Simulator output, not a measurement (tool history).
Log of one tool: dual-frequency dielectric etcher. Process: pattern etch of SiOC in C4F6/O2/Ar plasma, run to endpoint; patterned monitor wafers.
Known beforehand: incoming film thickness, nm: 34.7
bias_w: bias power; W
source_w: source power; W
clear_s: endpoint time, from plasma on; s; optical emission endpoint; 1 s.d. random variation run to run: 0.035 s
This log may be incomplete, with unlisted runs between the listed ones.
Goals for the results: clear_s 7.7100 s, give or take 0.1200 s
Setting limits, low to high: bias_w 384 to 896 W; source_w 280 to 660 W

run	day	bias_w	source_w	clear_s
1	0.000	640	470	8.7572
2	0.129	640	550	8.3490
3	0.162	640	480	8.7384
4	0.183	680	480	8.3798
5	0.296	608	480	8.8062
6	0.392	608	560	8.5288
7	0.654	624	560	8.3306
8	0.967	636	560	8.3801
9	1.192	764	580	7.5378
10	1.358	764	580	7.4923
11	1.525	760	580	7.5487
12	1.721	757	580	7.5944

Below are 5 possible settings for the next run. Only one of them brings all results inside the allowed miss of their targets. Which is it?
A	1.917	760	600	?
B	1.917	738	650	?
C	1.917	796	550	?
D	1.917	735	570	?
E	1.917	818	560	?

move	clear_s
A	7.5236
B	7.4582
C	7.5375
D	7.7646
E	7.3982
A: lands further from the targets than the last run did
B: lands further from the targets than the last run did
C: lands further from the targets than the last run did
D: every result lands within tolerance
E: lands further from the targets than the last run did
Correct choice: D, which meets every target

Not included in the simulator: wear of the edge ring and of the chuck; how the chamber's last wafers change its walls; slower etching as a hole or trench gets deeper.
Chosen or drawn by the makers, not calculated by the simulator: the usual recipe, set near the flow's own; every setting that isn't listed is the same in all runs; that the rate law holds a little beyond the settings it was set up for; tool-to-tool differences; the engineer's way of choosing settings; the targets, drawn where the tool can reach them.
